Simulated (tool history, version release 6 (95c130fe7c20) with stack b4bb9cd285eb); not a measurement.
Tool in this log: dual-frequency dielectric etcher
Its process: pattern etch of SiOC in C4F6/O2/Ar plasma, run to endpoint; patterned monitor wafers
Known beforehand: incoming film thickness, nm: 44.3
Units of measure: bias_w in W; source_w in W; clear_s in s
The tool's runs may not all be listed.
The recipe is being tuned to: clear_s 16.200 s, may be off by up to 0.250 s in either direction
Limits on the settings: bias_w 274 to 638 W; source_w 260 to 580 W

| run | hour | bias_w | source_w | clear_s |
|---|---|---|---|---|
| 1 | 0.0 | 456 | 420 | 13.729 |
| 2 | 2.3 | 428 | 420 | 14.003 |
| 3 | 10.5 | 428 | 370 | 14.719 |
| 4 | 14.0 | 428 | 330 | 15.411 |
| 5 | 16.6 | 411 | 330 | 15.653 |
| 6 | 23.6 | 445 | 330 | 15.231 |
| 7 | 32.3 | 424 | 330 | 15.438 |
| 8 | 34.7 | 357 | 320 | 16.690 |
| 9 | 36.2 | 365 | 320 | 16.565 |
| 10 | 45.2 | 371 | 320 | 16.498 |

5 candidate next runs follow, results not yet known. Just one meets every target within its allowed miss. Identify it.
| A | 54.2 | 369 | 300 | ? |
| B | 54.2 | 360 | 350 | ? |
| C | 54.2 | 355 | 310 | ? |
| D | 54.2 | 281 | 390 | ? |
| E | 54.2 | 310 | 350 | ? |

| move | clear_s |
|---|---|
| A | 16.954 |
| B | 16.162 |
| C | 17.003 |
| D | 17.058 |
| E | 17.120 |
A: the biggest miss grows against the last run
B: all results in spec
C: the biggest miss grows against the last run
D: the biggest miss grows against the last run
E: the biggest miss grows against the last run
The right move is B.
